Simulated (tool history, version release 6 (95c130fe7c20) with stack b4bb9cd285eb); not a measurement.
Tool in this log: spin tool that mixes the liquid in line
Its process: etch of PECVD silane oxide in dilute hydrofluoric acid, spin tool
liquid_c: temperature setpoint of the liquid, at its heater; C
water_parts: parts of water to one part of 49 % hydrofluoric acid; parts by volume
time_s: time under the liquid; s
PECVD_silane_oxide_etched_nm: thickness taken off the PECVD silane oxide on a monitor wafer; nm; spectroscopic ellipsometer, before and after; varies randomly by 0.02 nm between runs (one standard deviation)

run	day	liquid_c	water_parts	time_s	PECVD_silane_oxide_etched_nm
1	0	24	150	20	3.5708
2	0.029	24	95	20	6.0317
3	0.117	25	95	20	6.2906
4	0.479	25	95	15	4.6934
5	0.671	25	135	15	3.1336
6	0.788	24.5	130	15	3.225

What does the tool deliver on the next run?
7	1.038	25	125	15	?

Run 7 gave PECVD_silane_oxide_etched_nm 3.4378 nm.

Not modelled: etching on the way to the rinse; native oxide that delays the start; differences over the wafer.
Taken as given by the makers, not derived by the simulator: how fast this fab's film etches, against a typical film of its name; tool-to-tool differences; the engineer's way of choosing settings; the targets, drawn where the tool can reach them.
